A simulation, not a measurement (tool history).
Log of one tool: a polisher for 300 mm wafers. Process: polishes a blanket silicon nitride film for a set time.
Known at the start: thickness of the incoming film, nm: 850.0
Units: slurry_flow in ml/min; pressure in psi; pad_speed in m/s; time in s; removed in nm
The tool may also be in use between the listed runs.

Run 1, hour 0: slurry_flow 200 ml/min, pressure 2.4 psi, pad_speed 1.38 m/s, time 46 s. Result: removed 64.416 nm.
Run 2, hour 3.5: slurry_flow 205 ml/min, pressure 2.5 psi, pad_speed 1.38 m/s, time 46 s. Result: removed 67.486 nm.
Run 3, hour 8.2: slurry_flow 205 ml/min, pressure 2 psi, pad_speed 1.38 m/s, time 46 s. Result: removed 55.353 nm.
Run 4, hour 13.9: slurry_flow 210 ml/min, pressure 2.2 psi, pad_speed 1.38 m/s, time 46 s. Result: removed 60.493 nm.
Run 5, hour 14.9: slurry_flow 210 ml/min, pressure 2.2 psi, pad_speed 1.68 m/s, time 46 s. Result: removed 70.586 nm.
Run 6, hour 17: slurry_flow 215 ml/min, pressure 2.2 psi, pad_speed 1.68 m/s, time 46 s. Result: removed 71.24 nm.
Run 7, hour 25.1: slurry_flow 220 ml/min, pressure 2.2 psi, pad_speed 1.68 m/s, time 46 s. Result: removed 71.377 nm.
Run 8, hour 25.8: slurry_flow 225 ml/min, pressure 2.2 psi, pad_speed 1.68 m/s, time 46 s. Result: removed 72.124 nm.

Run 9 comes next. What will it give?
Run 9, hour 26.9: slurry_flow 230 ml/min, pressure 2.2 psi, pad_speed 1.68 m/s, time 46 s. Result: removed ?.

Run 9 gave removed 72.036 nm.
